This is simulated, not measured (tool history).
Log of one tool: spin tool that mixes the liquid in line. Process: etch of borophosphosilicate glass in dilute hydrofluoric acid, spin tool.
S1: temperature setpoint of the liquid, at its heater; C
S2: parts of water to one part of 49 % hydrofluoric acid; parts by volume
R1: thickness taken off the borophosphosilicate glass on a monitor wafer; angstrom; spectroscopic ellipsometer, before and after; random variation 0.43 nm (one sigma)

Run 1, hour 0.0: S1 21.0 C, S2 65 parts by volume, time under the liquid (s) 45. Result: R1 276.18 angstrom.
Run 2, hour 5.9: S1 23.5 C, S2 65 parts by volume, time under the liquid (s) 45. Result: R1 308.06 angstrom.
Run 3, hour 14.9: S1 23.5 C, S2 75 parts by volume, time under the liquid (s) 45. Result: R1 268.92 angstrom.
Run 4, hour 18.0: S1 24.5 C, S2 70 parts by volume, time under the liquid (s) 45. Result: R1 291.28 angstrom.
Run 5, hour 23.4: S1 25.5 C, S2 65 parts by volume, time under the liquid (s) 45. Result: R1 333.86 angstrom.
Run 6, hour 31.7: S1 25.5 C, S2 45 parts by volume, time under the liquid (s) 45. Result: R1 497.96 angstrom.
Run 7, hour 38.6: S1 25.0 C, S2 45 parts by volume, time under the liquid (s) 45. Result: R1 481.10 angstrom.

Run 8 comes next. What will it give?
Run 8, hour 39.7: S1 24.5 C, S2 45 parts by volume, time under the liquid (s) 45. Result: R1 ?.

Run 8 gave R1 477.21 angstrom.

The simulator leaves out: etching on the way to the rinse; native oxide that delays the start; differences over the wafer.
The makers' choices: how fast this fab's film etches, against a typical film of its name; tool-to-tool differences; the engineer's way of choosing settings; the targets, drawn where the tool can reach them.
